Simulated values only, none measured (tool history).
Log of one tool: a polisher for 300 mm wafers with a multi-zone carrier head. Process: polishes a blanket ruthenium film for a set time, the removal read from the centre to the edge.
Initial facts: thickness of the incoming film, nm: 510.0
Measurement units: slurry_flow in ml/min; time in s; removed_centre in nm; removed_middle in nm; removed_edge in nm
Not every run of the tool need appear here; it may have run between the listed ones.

| run | hour | slurry_flow | centre_zone | middle_zone | edge_zone | time | removed_centre | removed_middle | removed_edge |
|---|---|---|---|---|---|---|---|---|---|
| 1 | 0.0 | 140 | 1.00 | 1.00 | 1.00 | 88 | 114.12 | 119.16 | 114.69 |
| 2 | 5.2 | 140 | 1.00 | 1.00 | 1.00 | 110 | 139.66 | 148.42 | 140.56 |
| 3 | 9.3 | 135 | 0.99 | 0.99 | 1.02 | 110 | 138.06 | 145.59 | 141.95 |
| 4 | 16.1 | 160 | 0.99 | 0.99 | 1.02 | 110 | 143.38 | 150.85 | 143.29 |
| 5 | 23.9 | 150 | 0.98 | 0.98 | 1.03 | 110 | 140.97 | 147.74 | 146.71 |
| 6 | 29.6 | 150 | 0.98 | 0.98 | 1.03 | 93 | 118.72 | 126.01 | 121.16 |
| 7 | 34.4 | 145 | 0.97 | 0.97 | 1.05 | 95 | 118.60 | 127.36 | 125.60 |
| 8 | 38.9 | 140 | 0.96 | 0.96 | 1.07 | 96 | 118.36 | 125.47 | 127.34 |

The next listed run, before its measurement:
| 9 | 42.9 | 140 | 0.95 | 0.96 | 1.08 | 97 | ? | ? | ? |

removed_centre: 118.02 nm
removed_middle: 127.70 nm
removed_edge: 130.35 nm

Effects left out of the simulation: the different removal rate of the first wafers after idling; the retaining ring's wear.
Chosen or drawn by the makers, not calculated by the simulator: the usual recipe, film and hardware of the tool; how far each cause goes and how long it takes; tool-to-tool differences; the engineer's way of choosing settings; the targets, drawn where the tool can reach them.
